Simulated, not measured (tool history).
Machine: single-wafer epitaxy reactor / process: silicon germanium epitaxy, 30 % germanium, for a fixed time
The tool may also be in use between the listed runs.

run,day,wafer temperature setpoint (pyrometer-controlled) (deg C),chamber pressure (Pa),mean film thickness on the monitor wafer (nm)
1,0.000,585,2906,46.078
2,0.229,586,2906,46.403
3,0.271,586,3346,49.825
4,0.354,586,2920,46.925
5,0.400,587,2920,47.319
6,0.467,587,2440,43.880
7,0.779,588,2440,44.694
8,0.929,589,2440,45.269

Expected results for the next run?
9,1.258,596,2453,?

{"run 9": {"mean film thickness on the monitor wafer (nm)": 51.449}}
